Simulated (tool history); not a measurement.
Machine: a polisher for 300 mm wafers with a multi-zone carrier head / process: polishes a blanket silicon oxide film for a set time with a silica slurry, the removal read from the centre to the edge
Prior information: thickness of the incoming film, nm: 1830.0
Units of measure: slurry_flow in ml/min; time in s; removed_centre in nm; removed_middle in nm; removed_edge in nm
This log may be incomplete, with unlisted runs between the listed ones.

run	hour	slurry_flow	centre_zone	middle_zone	edge_zone	slurry_solids	time	removed_centre	removed_middle	removed_edge
1	0	145	1	1	1	1	49	138.24	137.83	136.64
2	7.5	145	0.93	1	1	1	49	125.48	137.15	135.91
3	13.1	175	0.93	1	1	1	49	131.4	143.66	138.67
4	16.6	175	0.93	1	0.95	1	49	129.34	142.1	135.71
5	18.2	155	0.93	1	0.95	1	49	131.32	139.78	133.81
6	23.9	155	0.99	1.01	0.98	1.15	49	142.16	147.84	142.2
7	26.2	165	1.05	1.02	1.02	1.25	49	156.89	155.66	149.68

Predict the results of run 8:
8	28.1	170	1.08	1.02	1.05	1.35	49	?	?	?

removed_centre: 165.22 nm
removed_middle: 158.23 nm
removed_edge: 153.63 nm
